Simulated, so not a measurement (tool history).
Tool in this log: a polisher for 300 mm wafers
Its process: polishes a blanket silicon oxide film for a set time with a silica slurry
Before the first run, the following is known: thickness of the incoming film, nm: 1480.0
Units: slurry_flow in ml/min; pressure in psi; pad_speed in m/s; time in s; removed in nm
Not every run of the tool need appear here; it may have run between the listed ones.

| run | day | slurry_flow | pressure | pad_speed | slurry_solids | time | removed |
|---|---|---|---|---|---|---|---|
| 1 | 0.000 | 230 | 5.1 | 1.36 | 1.00 | 106 | 290.78 |
| 2 | 0.133 | 230 | 5.1 | 1.36 | 0.95 | 106 | 281.78 |
| 3 | 0.404 | 230 | 5.1 | 1.36 | 0.95 | 106 | 287.01 |
| 4 | 0.700 | 230 | 5.3 | 1.36 | 0.95 | 106 | 293.14 |
| 5 | 0.896 | 230 | 5.5 | 1.36 | 0.95 | 106 | 301.78 |
|  | 0.933 | conditioning disc replaced and pad reconditioned |
| 6 | 0.933 | 230 | 5.7 | 1.36 | 0.95 | 106 | 525.10 |
| 7 | 0.967 | 225 | 4.9 | 1.36 | 0.95 | 106 | 452.10 |
| 8 | 1.042 | 230 | 4.9 | 1.36 | 0.95 | 106 | 465.51 |
| 9 | 1.204 | 220 | 5.1 | 1.36 | 0.95 | 106 | 467.51 |
| 10 | 1.454 | 225 | 5.1 | 1.36 | 0.95 | 106 | 468.96 |
| 11 | 1.608 | 230 | 5.1 | 1.36 | 0.95 | 106 | 469.70 |
| 12 | 1.746 | 215 | 5.5 | 1.36 | 0.95 | 106 | 497.37 |

Predict the results of run 13:
| 13 | 1.938 | 225 | 5.5 | 1.36 | 0.95 | 106 | ? |

removed: 505.98 nm
